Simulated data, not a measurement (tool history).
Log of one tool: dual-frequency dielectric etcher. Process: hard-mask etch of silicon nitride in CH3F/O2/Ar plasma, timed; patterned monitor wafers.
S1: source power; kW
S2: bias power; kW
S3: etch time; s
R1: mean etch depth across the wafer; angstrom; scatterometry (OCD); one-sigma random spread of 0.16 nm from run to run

{"run": 1, "hour": 0.0, "S1": 0.28, "S2": 0.073, "S3": 139.0, "R1": 935.94}
{"run": 2, "hour": 3.3, "S1": 0.27, "S2": 0.071, "S3": 138.0, "R1": 907.97}
{"run": 3, "hour": 10.8, "S1": 0.26, "S2": 0.07, "S3": 137.5, "R1": 886.89}
{"run": 4, "hour": 17.0, "S1": 0.25, "S2": 0.069, "S3": 137.5, "R1": 872.35}
{"run": 5, "hour": 20.4, "S1": 0.24, "S2": 0.068, "S3": 137.5, "R1": 857.85}
{"run": 6, "hour": 28.2, "S1": 0.24, "S2": 0.068, "S3": 139.0, "R1": 864.47}
{"run": 7, "hour": 35.9, "S1": 0.23, "S2": 0.067, "S3": 138.5, "R1": 850.74}

For run 8, what comes out?
{"run": 8, "hour": 44.8, "S1": 0.18, "S2": 0.06, "S3": 136.0, "R1": "?"}

Run 8 came out at R1 744.57 angstrom.

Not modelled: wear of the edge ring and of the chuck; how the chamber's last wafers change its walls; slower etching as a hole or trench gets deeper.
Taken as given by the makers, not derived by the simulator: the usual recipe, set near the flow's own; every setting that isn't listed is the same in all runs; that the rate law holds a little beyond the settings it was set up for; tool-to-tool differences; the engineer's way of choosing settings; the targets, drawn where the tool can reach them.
